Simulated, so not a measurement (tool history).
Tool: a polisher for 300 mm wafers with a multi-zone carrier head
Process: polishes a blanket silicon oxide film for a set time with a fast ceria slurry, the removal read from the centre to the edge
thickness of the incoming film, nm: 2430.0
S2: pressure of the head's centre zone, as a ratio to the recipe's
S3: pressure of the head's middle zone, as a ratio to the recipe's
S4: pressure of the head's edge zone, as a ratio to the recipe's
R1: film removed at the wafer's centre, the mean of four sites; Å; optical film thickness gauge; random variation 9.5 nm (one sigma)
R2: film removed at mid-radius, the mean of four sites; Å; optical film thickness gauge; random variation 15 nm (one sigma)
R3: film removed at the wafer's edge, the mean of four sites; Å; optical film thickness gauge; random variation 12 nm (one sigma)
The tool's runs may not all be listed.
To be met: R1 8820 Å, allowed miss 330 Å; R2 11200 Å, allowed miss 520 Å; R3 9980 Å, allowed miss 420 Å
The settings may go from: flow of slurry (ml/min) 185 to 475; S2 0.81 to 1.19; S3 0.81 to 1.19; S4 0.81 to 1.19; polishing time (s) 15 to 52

Run 1, day 0: flow of slurry (ml/min) 305, S2 1, S3 1, S4 1, polishing time (s) 33. Result: R1 8156.1 Å, R2 8300.6 Å, R3 8428.1 Å.
Run 2, day 0.2: flow of slurry (ml/min) 305, S2 1, S3 1.06, S4 1, polishing time (s) 33. Result: R1 8177.3 Å, R2 8829.6 Å, R3 8376.4 Å.
Run 3, day 0.475: flow of slurry (ml/min) 305, S2 1, S3 1.06, S4 0.93, polishing time (s) 33. Result: R1 8372 Å, R2 8652.2 Å, R3 8236.8 Å.
Run 4, day 0.6: flow of slurry (ml/min) 305, S2 0.99, S3 1.07, S4 0.95, polishing time (s) 34. Result: R1 8317.7 Å, R2 8930.5 Å, R3 8809.6 Å.
Run 5, day 0.788: flow of slurry (ml/min) 310, S2 0.99, S3 1.09, S4 0.97, polishing time (s) 34. Result: R1 8304.2 Å, R2 9380.5 Å, R3 8615 Å.
Run 6, day 0.85: flow of slurry (ml/min) 310, S2 0.99, S3 1.04, S4 0.97, polishing time (s) 34. Result: R1 8341.4 Å, R2 8890 Å, R3 8519.4 Å.
Run 7, day 1.038: flow of slurry (ml/min) 305, S2 0.99, S3 1.06, S4 0.98, polishing time (s) 35. Result: R1 8601.1 Å, R2 9159.4 Å, R3 9001.7 Å.
Run 8, day 1.267: flow of slurry (ml/min) 310, S2 0.99, S3 1.08, S4 0.99, polishing time (s) 35. Result: R1 8598.2 Å, R2 9522.2 Å, R3 8899.7 Å.
Run 9, day 1.55: flow of slurry (ml/min) 310, S2 0.98, S3 1.09, S4 0.99, polishing time (s) 36. Result: R1 8568.3 Å, R2 9657.9 Å, R3 9222.9 Å.
Run 10, day 1.683: flow of slurry (ml/min) 315, S2 0.98, S3 1.1, S4 0.99, polishing time (s) 36. Result: R1 8764.2 Å, R2 9881.2 Å, R3 9221 Å.
At day 1.738: slurry nozzle cleaned.
Run 11, day 1.738: flow of slurry (ml/min) 315, S2 0.97, S3 1.11, S4 0.99, polishing time (s) 36. Result: R1 8936.7 Å, R2 10138 Å, R3 9384.5 Å.

Which of these 5 next moves meets every target?
Run A, day 1.792: flow of slurry (ml/min) 255, S2 1.02, S3 1.1, S4 0.89, polishing time (s) 34. Result: R1 ?, R2 ?, R3 ?.
Run B, day 1.792: flow of slurry (ml/min) 270, S2 0.97, S3 0.96, S4 0.96, polishing time (s) 37. Result: R1 ?, R2 ?, R3 ?.
Run C, day 1.792: flow of slurry (ml/min) 355, S2 1.02, S3 0.88, S4 0.94, polishing time (s) 35. Result: R1 ?, R2 ?, R3 ?.
Run D, day 1.792: flow of slurry (ml/min) 275, S2 0.92, S3 1.19, S4 1.06, polishing time (s) 37. Result: R1 ?, R2 ?, R3 ?.
Run E, day 1.792: flow of slurry (ml/min) 355, S2 0.98, S3 1.19, S4 1.04, polishing time (s) 34. Result: R1 ?, R2 ?, R3 ?.

move      R1      R2      R3
   A  8816.8  9253.3  8335.8
   B  9184.7  9038.4  9454.5
   C  9425.2  8179.3  9061.3
   D  8742.9   10880  9892.4
   E  8813.3   10260  9189.2
A: further off than the last run
B: further off than the last run
C: further off than the last run
D: meets every target
E: nearer than the last run, and not there yet
The right move is D.
